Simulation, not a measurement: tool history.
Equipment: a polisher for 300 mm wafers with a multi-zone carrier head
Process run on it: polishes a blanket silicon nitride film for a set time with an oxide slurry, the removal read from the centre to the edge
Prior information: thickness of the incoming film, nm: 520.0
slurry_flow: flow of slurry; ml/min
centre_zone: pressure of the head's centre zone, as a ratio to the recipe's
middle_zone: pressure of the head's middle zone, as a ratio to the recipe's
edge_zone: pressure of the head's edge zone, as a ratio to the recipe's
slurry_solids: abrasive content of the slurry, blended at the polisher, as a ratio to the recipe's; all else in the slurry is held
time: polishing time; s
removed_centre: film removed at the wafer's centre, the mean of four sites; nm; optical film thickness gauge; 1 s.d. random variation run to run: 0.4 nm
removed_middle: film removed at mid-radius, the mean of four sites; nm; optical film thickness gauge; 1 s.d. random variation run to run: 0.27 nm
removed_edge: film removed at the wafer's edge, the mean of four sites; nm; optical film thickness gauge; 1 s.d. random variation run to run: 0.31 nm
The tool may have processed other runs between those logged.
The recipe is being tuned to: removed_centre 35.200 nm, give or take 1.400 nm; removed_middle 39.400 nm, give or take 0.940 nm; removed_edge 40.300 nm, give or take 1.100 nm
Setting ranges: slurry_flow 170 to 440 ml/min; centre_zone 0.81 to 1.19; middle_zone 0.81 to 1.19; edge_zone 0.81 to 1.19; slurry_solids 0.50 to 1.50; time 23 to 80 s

run,day,slurry_flow,centre_zone,middle_zone,edge_zone,slurry_solids,time,removed_centre,removed_middle,removed_edge
1,0.000,280,1.00,1.00,1.00,1.00,51,30.233,29.244,30.473
2,0.204,215,1.00,1.00,1.00,1.00,51,28.800,28.424,29.284
3,0.421,285,1.00,1.00,1.00,1.00,51,30.776,28.996,29.647
4,0.658,240,1.00,1.00,1.00,1.00,51,30.085,29.093,29.133
5,0.746,240,1.03,1.00,1.00,1.00,51,30.601,28.223,29.500
6,0.804,255,1.01,1.01,1.03,1.05,51,30.444,29.777,30.933
7,0.992,270,1.02,1.03,1.05,1.10,51,31.912,30.364,31.655
8,1.217,280,1.00,1.05,1.07,1.15,51,32.131,31.663,32.538
9,1.333,290,0.98,1.06,1.09,1.20,51,31.619,32.910,33.862
10,1.629,340,1.01,1.13,1.19,1.45,51,36.130,37.246,37.686
11,1.883,340,1.01,1.13,1.19,1.45,51,35.738,37.378,37.596
12,2.258,340,1.00,1.13,1.19,1.45,51,34.856,37.296,37.774
13,2.488,340,0.99,1.13,1.19,1.45,51,34.848,37.078,37.715
14,2.588,340,0.98,1.13,1.19,1.45,51,35.167,37.297,37.554
15,2.833,335,0.96,1.13,1.19,1.45,52,34.561,37.933,38.548

Pick the move, out of 4, that brings all results within their allowed miss; only one does.
A,3.079,325,0.94,1.19,1.07,1.45,51,?,?,?
B,3.079,365,0.93,1.12,1.19,1.50,54,?,?,?
C,3.079,300,0.89,1.01,1.19,1.45,56,?,?,?
D,3.079,325,0.96,1.13,1.19,1.50,51,?,?,?

move,removed_centre,removed_middle,removed_edge
A,33.662,38.745,35.429
B,36.085,39.792,40.392
C,34.908,36.775,40.923
D,34.629,37.466,37.838
A: lands further from the targets than the last run did
B: all results land within tolerance of their targets
C: brings the last run's worst result on target, with another outside its allowed miss
D: lands further from the targets than the last run did
Go with B: it meets all targets.

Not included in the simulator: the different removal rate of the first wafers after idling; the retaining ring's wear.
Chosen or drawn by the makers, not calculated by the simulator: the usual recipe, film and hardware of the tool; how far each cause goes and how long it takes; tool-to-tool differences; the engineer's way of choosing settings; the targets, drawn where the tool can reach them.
